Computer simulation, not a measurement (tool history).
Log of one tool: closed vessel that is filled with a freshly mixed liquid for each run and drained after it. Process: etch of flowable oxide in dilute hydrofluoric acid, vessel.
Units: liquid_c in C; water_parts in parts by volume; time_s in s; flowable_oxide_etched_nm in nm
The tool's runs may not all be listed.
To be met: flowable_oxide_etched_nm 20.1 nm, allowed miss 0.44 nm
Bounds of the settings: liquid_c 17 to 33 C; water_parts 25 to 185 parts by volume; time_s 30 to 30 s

{"run": 1, "hour": 0.0, "liquid_c": 25, "water_parts": 105, "time_s": 30, "flowable_oxide_etched_nm": 9.5963}
{"run": 2, "hour": 7.3, "liquid_c": 26, "water_parts": 100, "time_s": 30, "flowable_oxide_etched_nm": 10.627}
{"run": 3, "hour": 8.8, "liquid_c": 27, "water_parts": 95, "time_s": 30, "flowable_oxide_etched_nm": 11.683}
{"run": 4, "hour": 12.4, "liquid_c": 28, "water_parts": 90, "time_s": 30, "flowable_oxide_etched_nm": 12.804}
{"run": 5, "hour": 18.5, "liquid_c": 29.5, "water_parts": 90, "time_s": 30, "flowable_oxide_etched_nm": 13.569}
{"run": 6, "hour": 22.6, "liquid_c": 32.5, "water_parts": 90, "time_s": 30, "flowable_oxide_etched_nm": 15.295}
{"run": 7, "hour": 28.1, "liquid_c": 33, "water_parts": 60, "time_s": 30, "flowable_oxide_etched_nm": 24.417}
{"run": 8, "hour": 29.4, "liquid_c": 32.5, "water_parts": 60, "time_s": 30, "flowable_oxide_etched_nm": 24.233}

5 next moves are on the table. One of them brings every result within its allowed miss. Which?
{"run": "A", "hour": 30.7, "liquid_c": 33, "water_parts": 65, "time_s": 30, "flowable_oxide_etched_nm": "?"}
{"run": "B", "hour": 30.7, "liquid_c": 32.5, "water_parts": 70, "time_s": 30, "flowable_oxide_etched_nm": "?"}
{"run": "C", "hour": 30.7, "liquid_c": 30.5, "water_parts": 60, "time_s": 30, "flowable_oxide_etched_nm": "?"}
{"run": "D", "hour": 30.7, "liquid_c": 33, "water_parts": 75, "time_s": 30, "flowable_oxide_etched_nm": "?"}
{"run": "E", "hour": 30.7, "liquid_c": 31.5, "water_parts": 50, "time_s": 30, "flowable_oxide_etched_nm": "?"}

move=A flowable_oxide_etched_nm=22.55
move=B flowable_oxide_etched_nm=20.386
move=C flowable_oxide_etched_nm=22.325
move=D flowable_oxide_etched_nm=19.251
move=E flowable_oxide_etched_nm=28.284
A: nearer than the last run, and not there yet
B: meets every target
C: nearer than the last run, and not there yet
D: takes the result that was furthest off past its target
E: further off than the last run
Move B is the one to make.

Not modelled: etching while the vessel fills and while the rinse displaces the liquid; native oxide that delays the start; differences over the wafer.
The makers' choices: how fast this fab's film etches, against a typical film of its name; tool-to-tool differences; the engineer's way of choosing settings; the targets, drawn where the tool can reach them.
